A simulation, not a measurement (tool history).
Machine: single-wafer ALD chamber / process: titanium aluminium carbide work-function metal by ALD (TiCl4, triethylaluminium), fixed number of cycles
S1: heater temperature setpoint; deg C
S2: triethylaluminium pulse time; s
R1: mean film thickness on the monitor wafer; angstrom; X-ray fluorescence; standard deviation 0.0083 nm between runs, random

run 1 hour=0 | S1=300 S2=7.44 | R1=20.164
run 2 hour=5.1 | S1=300 S2=5.78 | R1=19.24
run 3 hour=12.8 | S1=300 S2=7.77 | R1=20.425
run 4 hour=15.6 | S1=293 S2=7.45 | R1=19.526
run 5 hour=17.2 | S1=289 S2=7.31 | R1=19.179
run 6 hour=20.2 | S1=296 S2=7.31 | R1=19.617
run 7 hour=23.5 | S1=292 S2=7.13 | R1=19.07

Run 8, settings as shown, results not yet in. Your forecast:
run 8 hour=24.3 | S1=290 S2=7.07 | R1=?

R1: 19.122 angstrom
